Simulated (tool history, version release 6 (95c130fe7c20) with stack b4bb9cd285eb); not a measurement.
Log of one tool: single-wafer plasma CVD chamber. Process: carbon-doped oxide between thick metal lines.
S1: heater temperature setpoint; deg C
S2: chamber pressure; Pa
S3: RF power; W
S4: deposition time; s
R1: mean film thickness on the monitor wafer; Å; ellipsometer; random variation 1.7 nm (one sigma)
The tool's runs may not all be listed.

run	hour	S1	S2	S3	S4	R1
1	0	360	808	385	96.4	4219.3
2	7.9	351	808	385	96.4	4234
3	16.5	351	808	405	96.4	4470
4	20.4	352	747	375	96.4	4085.9
5	21.5	352	747	375	96.4	4141.3
6	23	353	719	350	96.4	3857.3
7	31.5	353	664	340	96.4	3675
8	38.2	354	629	340	96.4	3684.3

Run 9 comes next. What will it give?
9	44.3	354	589	335	96.4	?

R1: 3587.3 Å
